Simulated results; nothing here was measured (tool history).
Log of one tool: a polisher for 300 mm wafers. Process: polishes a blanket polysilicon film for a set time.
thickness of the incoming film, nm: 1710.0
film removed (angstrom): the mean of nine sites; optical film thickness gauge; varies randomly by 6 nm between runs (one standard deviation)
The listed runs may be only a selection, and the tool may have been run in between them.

run  hour  flow of slurry (ml/min)  pressure of the wafer on the pad (kPa)  speed of the pad under the wafer (cm/s)  polishing time (s)  film removed (angstrom)
  1     0                      265                                    24.1                                      120                  33                   4203.8
  2   0.9                      265                                    24.1                                      120                  33                   4310.1
  3     2                      265                                    25.5                                      120                  33                   4551.8
  4   8.1                      265                                      20                                      120                  33                   3532.6
  5  12.5                      265                                    22.1                                      120                  33                   3875.6
  6  17.9                      325                                    22.1                                      120                  33                   3953.5
  7  25.8                      325                                    23.4                                      120                  33                   4192.8
  8    34                      325                                    23.4                                      120                  33                   4114.1

For run 9, what comes out?
  9  38.6                      325                                    23.4                                      120                  33                        ?

film removed (angstrom): 4237.6

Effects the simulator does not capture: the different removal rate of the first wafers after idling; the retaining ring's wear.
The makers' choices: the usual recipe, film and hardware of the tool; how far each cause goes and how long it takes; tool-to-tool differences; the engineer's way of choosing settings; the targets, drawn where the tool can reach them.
